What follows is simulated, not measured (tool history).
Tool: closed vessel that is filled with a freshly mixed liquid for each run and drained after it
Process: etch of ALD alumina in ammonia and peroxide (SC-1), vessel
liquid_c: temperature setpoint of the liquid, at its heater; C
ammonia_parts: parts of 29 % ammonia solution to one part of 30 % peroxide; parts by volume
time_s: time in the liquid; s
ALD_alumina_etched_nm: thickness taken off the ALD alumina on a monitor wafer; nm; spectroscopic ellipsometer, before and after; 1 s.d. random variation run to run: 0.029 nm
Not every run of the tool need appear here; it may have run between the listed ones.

| run | hour | liquid_c | ammonia_parts | time_s | ALD_alumina_etched_nm |
|---|---|---|---|---|---|
| 1 | 0 | 48 | 0.75 | 40 | 1.6922 |
| 2 | 5.5 | 48 | 0.75 | 40 | 1.7181 |
| 3 | 10.2 | 50.5 | 0.75 | 40 | 1.9439 |
| 4 | 12.9 | 52.5 | 0.75 | 40 | 2.152 |
|  | 16.8 | ammonia flow meter replaced |
| 5 | 16.8 | 56.5 | 0.75 | 40 | 2.6459 |
| 6 | 24.2 | 56.5 | 1 | 40 | 2.6925 |
| 7 | 28.5 | 57.5 | 1 | 40 | 2.8905 |

For run 8, what comes out?
| 8 | 30.4 | 58 | 1 | 40 | ? |

ALD_alumina_etched_nm: 2.9063 nm
